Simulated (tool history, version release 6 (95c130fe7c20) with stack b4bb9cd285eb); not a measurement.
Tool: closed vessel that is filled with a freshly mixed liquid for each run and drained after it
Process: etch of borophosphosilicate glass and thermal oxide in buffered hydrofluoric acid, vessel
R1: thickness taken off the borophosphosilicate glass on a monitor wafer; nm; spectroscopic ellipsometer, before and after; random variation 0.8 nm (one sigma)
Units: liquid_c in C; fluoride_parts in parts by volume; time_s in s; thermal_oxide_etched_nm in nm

run 1 hour=0.0 | liquid_c=23.0 fluoride_parts=8 time_s=60 | R1=141.25 thermal_oxide_etched_nm=80.542
run 2 hour=1.1 | liquid_c=23.0 fluoride_parts=7 time_s=60 | R1=163.66 thermal_oxide_etched_nm=93.538
run 3 hour=3.2 | liquid_c=20.5 fluoride_parts=7 time_s=60 | R1=141.54 thermal_oxide_etched_nm=80.308
run 4 hour=6.6 | liquid_c=21.0 fluoride_parts=7 time_s=60 | R1=147.53 thermal_oxide_etched_nm=82.392
run 5 hour=14.5 | liquid_c=21.5 fluoride_parts=7 time_s=60 | R1=149.63 thermal_oxide_etched_nm=85.773
run 6 hour=22.4 | liquid_c=22.0 fluoride_parts=7 time_s=60 | R1=154.82 thermal_oxide_etched_nm=86.781
run 7 hour=29.3 | liquid_c=22.5 fluoride_parts=7 time_s=60 | R1=158.90 thermal_oxide_etched_nm=91.267

Forecast run 8:
run 8 hour=31.9 | liquid_c=23.0 fluoride_parts=7 time_s=60 | R1=? thermal_oxide_etched_nm=?

{"run 8": {"R1": 162.89, "thermal_oxide_etched_nm": 93.473}}

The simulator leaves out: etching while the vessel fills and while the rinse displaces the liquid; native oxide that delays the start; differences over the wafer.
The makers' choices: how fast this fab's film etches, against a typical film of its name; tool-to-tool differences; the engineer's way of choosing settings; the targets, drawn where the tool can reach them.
